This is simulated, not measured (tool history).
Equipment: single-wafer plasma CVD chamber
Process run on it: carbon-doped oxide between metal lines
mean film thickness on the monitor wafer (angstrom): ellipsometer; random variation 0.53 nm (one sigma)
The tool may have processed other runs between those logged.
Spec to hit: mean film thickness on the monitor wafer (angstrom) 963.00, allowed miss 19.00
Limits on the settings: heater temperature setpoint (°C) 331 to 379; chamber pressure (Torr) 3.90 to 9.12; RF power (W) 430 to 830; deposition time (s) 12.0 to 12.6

run  hour  heater temperature setpoint (°C)  chamber pressure (Torr)  RF power (W)  deposition time (s)  mean film thickness on the monitor wafer (angstrom)
  1   0.0                               355                     6.51           630                 12.6                                               841.47
  2   7.0                               355                     6.51           630                 12.0                                               801.80
  3   9.4                               355                     6.51           665                 12.0                                               821.24
  4  14.3                               354                     6.62           690                 12.1                                               867.48
  5  19.4                               354                     6.62           765                 12.1                                               917.46
     25.2  -- thermocouple changed; heater temperature recalibrated
  6  25.2                               359                     6.62           765                 12.1                                               920.22
  7  30.7                               359                     6.67           770                 12.1                                               929.16
  8  36.2                               359                     6.73           775                 12.1                                               929.09
  9  38.5                               359                     6.78           780                 12.1                                               933.55
 10  44.2                               359                     6.81           785                 12.1                                               935.92
 11  51.1                               359                     6.81           790                 12.1                                               948.96
 12  55.5                               359                     6.85           790                 12.1                                               944.84

Which of these 4 next moves meets every target?
  A  59.9                               356                     6.90           765                 12.0                                                    ?
  B  59.9                               364                     6.89           765                 12.0                                                    ?
  C  59.9                               379                     5.40           830                 12.3                                                    ?
  D  59.9                               355                     7.13           790                 12.2                                                    ?

move  mean film thickness on the monitor wafer (angstrom)
   A                                               924.94
   B                                               908.20
   C                                               927.50
   D                                               963.98
A: misses by more than the last run did
B: misses by more than the last run did
C: misses by more than the last run did
D: every result lands within tolerance
D is the move that brings every result within its allowed miss.
